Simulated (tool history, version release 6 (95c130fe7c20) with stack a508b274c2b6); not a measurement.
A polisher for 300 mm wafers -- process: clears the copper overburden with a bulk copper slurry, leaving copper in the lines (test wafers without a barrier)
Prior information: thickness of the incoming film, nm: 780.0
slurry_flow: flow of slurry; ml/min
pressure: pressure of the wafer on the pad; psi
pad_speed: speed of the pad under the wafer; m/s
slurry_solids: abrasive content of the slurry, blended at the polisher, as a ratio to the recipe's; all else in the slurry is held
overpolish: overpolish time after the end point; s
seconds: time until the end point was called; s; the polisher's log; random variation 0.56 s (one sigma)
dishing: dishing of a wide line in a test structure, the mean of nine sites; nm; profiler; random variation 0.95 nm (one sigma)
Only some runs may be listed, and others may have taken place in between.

run,day,slurry_flow,pressure,pad_speed,slurry_solids,overpolish,seconds,dishing
1,0,275,1.7,1.4,1,10,83.438,50.751
2,0.25,275,1.9,1.4,1,10,74.185,56.617
3,0.579,275,1.9,1.4,0.9,10,76.483,55.35
4,0.75,275,2,1.4,0.9,10,72.634,57.107
5,1.121,220,2,1.4,0.9,10,73.785,57.247
6,1.342,220,1.7,1.4,0.9,10,86.676,48.185
7,1.521,220,1.8,1.4,0.9,10,80.897,52.802
8,1.596,220,1.9,1.4,0.9,10,77.582,55.241

Forecast run 9:
9,1.679,220,2,1.4,0.9,10,?,?

{"run 9": {"seconds": 72.922, "dishing": 56.213}}

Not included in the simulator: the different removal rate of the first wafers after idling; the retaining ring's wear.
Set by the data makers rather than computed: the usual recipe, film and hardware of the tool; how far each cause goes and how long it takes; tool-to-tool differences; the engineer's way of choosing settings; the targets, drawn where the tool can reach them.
